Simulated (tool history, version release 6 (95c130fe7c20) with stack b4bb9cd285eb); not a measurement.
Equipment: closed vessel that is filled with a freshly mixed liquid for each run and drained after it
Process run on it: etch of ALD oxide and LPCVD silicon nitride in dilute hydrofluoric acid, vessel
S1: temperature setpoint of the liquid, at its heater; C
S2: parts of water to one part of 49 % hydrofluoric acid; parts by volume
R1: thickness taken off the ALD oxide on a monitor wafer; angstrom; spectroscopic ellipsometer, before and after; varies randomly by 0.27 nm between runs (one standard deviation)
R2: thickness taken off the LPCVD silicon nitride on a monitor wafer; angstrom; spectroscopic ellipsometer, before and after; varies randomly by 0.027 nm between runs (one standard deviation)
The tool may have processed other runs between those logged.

Run 1, hour 0.0: S1 23.0 C, S2 115 parts by volume, time in the liquid (s) 570. Result: R1 477.81 angstrom, R2 20.991 angstrom.
Run 2, hour 6.1: S1 23.0 C, S2 115 parts by volume, time in the liquid (s) 750. Result: R1 632.98 angstrom, R2 27.427 angstrom.
Run 3, hour 11.3: S1 25.5 C, S2 115 parts by volume, time in the liquid (s) 750. Result: R1 691.93 angstrom, R2 32.174 angstrom.
Run 4, hour 17.3: S1 26.0 C, S2 125 parts by volume, time in the liquid (s) 760. Result: R1 650.05 angstrom, R2 30.861 angstrom.
Run 5, hour 20.5: S1 26.0 C, S2 125 parts by volume, time in the liquid (s) 665. Result: R1 565.62 angstrom, R2 27.651 angstrom.
Run 6, hour 27.3: S1 26.5 C, S2 130 parts by volume, time in the liquid (s) 665. Result: R1 550.92 angstrom, R2 26.871 angstrom.

Run 7, settings as shown, results not yet in. Your forecast:
Run 7, hour 33.4: S1 26.5 C, S2 130 parts by volume, time in the liquid (s) 665. Result: R1 ?, R2 ?.

R1: 556.21 angstrom
R2: 26.791 angstrom

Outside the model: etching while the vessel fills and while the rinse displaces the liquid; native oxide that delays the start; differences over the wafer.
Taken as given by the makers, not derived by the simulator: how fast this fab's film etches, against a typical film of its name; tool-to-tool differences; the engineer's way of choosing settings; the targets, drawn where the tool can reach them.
